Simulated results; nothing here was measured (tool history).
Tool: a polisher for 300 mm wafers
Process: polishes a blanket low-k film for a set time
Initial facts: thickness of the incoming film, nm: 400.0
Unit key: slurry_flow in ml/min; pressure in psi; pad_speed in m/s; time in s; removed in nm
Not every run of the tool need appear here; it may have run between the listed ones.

run	hour	slurry_flow	pressure	pad_speed	slurry_solids	time	removed
1	0	140	1.3	0.98	1	57	18.664
2	3.6	135	1.1	0.94	1	57	15.131
3	12.2	135	1.1	0.94	1	51	13.763
4	13.4	135	1.1	0.94	0.8	51	11.538
5	20.8	115	1.1	0.94	0.8	51	11.185
6	23.9	110	1	0.94	0.8	51	10.01

Run 7 has not been measured yet. What should we expect?
7	26.1	105	1	0.94	0.8	51	?

{"run 7": {"removed": 9.9606}}
